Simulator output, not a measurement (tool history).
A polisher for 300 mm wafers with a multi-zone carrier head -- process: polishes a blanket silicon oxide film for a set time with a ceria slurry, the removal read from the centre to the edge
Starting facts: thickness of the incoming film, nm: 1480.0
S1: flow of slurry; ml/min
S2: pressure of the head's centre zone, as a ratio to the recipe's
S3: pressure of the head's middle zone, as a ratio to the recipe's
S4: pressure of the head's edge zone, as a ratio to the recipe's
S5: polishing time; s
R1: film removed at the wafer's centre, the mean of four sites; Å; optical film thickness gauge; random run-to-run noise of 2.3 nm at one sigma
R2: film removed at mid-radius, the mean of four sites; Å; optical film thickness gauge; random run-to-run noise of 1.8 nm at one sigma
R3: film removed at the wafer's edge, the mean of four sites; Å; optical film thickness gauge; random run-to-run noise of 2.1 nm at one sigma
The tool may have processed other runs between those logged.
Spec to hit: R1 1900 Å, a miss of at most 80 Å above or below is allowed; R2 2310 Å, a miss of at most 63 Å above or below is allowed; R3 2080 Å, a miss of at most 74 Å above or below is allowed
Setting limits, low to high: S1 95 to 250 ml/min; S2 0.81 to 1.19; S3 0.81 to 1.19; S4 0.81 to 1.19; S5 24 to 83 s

Run 1, day 0: S1 160 ml/min, S2 1, S3 1, S4 1, S5 53 s. Result: R1 1654.1 Å, R2 1541.6 Å, R3 1565.8 Å.
Run 2, day 0.229: S1 160 ml/min, S2 1, S3 1, S4 1.03, S5 53 s. Result: R1 1643 Å, R2 1541.2 Å, R3 1587.4 Å.
Run 3, day 0.275: S1 160 ml/min, S2 1.08, S3 1, S4 1.03, S5 53 s. Result: R1 1795.3 Å, R2 1543.7 Å, R3 1574.8 Å.
Run 4, day 0.575: S1 175 ml/min, S2 1.08, S3 1, S4 1.03, S5 53 s. Result: R1 1850.7 Å, R2 1545.4 Å, R3 1597.5 Å.
Run 5, day 0.675: S1 175 ml/min, S2 1.04, S3 1.04, S4 1.04, S5 56 s. Result: R1 1851.3 Å, R2 1735.8 Å, R3 1686.3 Å.
Run 6, day 0.75: S1 180 ml/min, S2 1.01, S3 1.06, S4 1.07, S5 58 s. Result: R1 1861.4 Å, R2 1823.8 Å, R3 1781.7 Å.
Run 7, day 0.871: S1 185 ml/min, S2 0.99, S3 1.09, S4 1.09, S5 59 s. Result: R1 1853.2 Å, R2 1894.1 Å, R3 1821.4 Å.
At day 0.992: centre zone pressure recalibrated.
Run 8, day 0.992: S1 190 ml/min, S2 0.97, S3 1.11, S4 1.1, S5 60 s. Result: R1 1736 Å, R2 1967.9 Å, R3 1891.9 Å.

Which of these 4 next moves meets every target?
Run A, day 1.112: S1 220 ml/min, S2 0.93, S3 1.19, S4 1.07, S5 60 s. Result: R1 ?, R2 ?, R3 ?.
Run B, day 1.112: S1 170 ml/min, S2 0.97, S3 1.18, S4 1.07, S5 68 s. Result: R1 ?, R2 ?, R3 ?.
Run C, day 1.112: S1 195 ml/min, S2 1.09, S3 1, S4 1.07, S5 59 s. Result: R1 ?, R2 ?, R3 ?.
Run D, day 1.112: S1 185 ml/min, S2 1.02, S3 1.13, S4 1.09, S5 56 s. Result: R1 ?, R2 ?, R3 ?.

move      R1      R2      R3
   A  1676.3  2152.8  1892.1
   B  1901.5  2333.7  2086.6
   C  1896.8  1793.3  1842.7
   D  1671.1  1875.2  1752.3
A: nearer than the last run, and not there yet
B: all results in spec
C: its largest miss is bigger than the last run's
D: its largest miss is bigger than the last run's
Answer: B
